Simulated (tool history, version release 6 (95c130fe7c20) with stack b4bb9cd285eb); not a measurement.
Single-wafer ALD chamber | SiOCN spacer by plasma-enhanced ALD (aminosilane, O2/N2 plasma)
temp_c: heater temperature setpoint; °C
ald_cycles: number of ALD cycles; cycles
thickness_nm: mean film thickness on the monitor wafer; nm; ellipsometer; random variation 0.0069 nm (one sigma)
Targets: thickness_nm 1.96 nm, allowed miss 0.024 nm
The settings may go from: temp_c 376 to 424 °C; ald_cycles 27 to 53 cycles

run	hour	temp_c	ald_cycles	thickness_nm
1	0	400	40	2.3719
2	0.8	400	45	2.6877
3	6	393	45	2.6899
4	9.9	393	41	2.4348
5	15.4	393	38	2.261
6	19.7	388	38	2.259
7	24.2	388	36	2.1434
8	30.5	388	35	2.0763

4 next moves are on the table. One of them brings every result within its allowed miss. Which?
A	36.8	397	34	?
B	36.8	385	33	?
C	36.8	380	34	?
D	36.8	384	34	?

move	thickness_nm
A	2.0229
B	1.9634
C	2.0229
D	2.0229
A: nearer than the last run, and not there yet
B: meets every target
C: nearer than the last run, and not there yet
D: nearer than the last run, and not there yet
Answer: B
